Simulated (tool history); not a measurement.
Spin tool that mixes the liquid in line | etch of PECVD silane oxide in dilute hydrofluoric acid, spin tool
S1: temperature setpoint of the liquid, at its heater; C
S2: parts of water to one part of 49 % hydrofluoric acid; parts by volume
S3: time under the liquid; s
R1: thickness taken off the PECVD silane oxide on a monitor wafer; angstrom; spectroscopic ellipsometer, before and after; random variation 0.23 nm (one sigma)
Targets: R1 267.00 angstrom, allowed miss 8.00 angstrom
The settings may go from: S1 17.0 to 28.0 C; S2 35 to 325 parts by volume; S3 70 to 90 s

{"run": 1, "hour": 0.0, "S1": 20.0, "S2": 180, "S3": 90, "R1": 167.8}
{"run": 2, "hour": 2.1, "S1": 21.5, "S2": 175, "S3": 90, "R1": 183.43}
{"run": 3, "hour": 2.8, "S1": 21.5, "S2": 225, "S3": 90, "R1": 134.37}
{"run": 4, "hour": 4.1, "S1": 22.5, "S2": 215, "S3": 90, "R1": 149.44}
{"run": 5, "hour": 6.4, "S1": 22.5, "S2": 150, "S3": 90, "R1": 229.17}
{"run": 6, "hour": 15.2, "S1": 23.0, "S2": 150, "S3": 90, "R1": 231.48}
{"run": 7, "hour": 17.4, "S1": 23.5, "S2": 150, "S3": 90, "R1": 233.36}
{"run": 8, "hour": 26.0, "S1": 24.0, "S2": 150, "S3": 90, "R1": 241.62}
{"run": 9, "hour": 31.1, "S1": 24.5, "S2": 150, "S3": 90, "R1": 248.71}
{"run": 10, "hour": 34.0, "S1": 25.0, "S2": 150, "S3": 90, "R1": 249.22}
{"run": 11, "hour": 35.8, "S1": 25.5, "S2": 150, "S3": 90, "R1": 256.03}

Which of these 4 next moves meets every target?
{"run": "A", "hour": 37.6, "S1": 25.5, "S2": 145, "S3": 90, "R1": "?"}
{"run": "B", "hour": 37.6, "S1": 22.0, "S2": 110, "S3": 70, "R1": "?"}
{"run": "C", "hour": 37.6, "S1": 27.5, "S2": 165, "S3": 90, "R1": "?"}
{"run": "D", "hour": 37.6, "S1": 26.5, "S2": 130, "S3": 70, "R1": "?"}

move=A R1=265.89
move=B R1=247.84
move=C R1=245.69
move=D R1=243.97
A: meets every target
B: further off than the last run
C: further off than the last run
D: further off than the last run
Move A is the one to make.

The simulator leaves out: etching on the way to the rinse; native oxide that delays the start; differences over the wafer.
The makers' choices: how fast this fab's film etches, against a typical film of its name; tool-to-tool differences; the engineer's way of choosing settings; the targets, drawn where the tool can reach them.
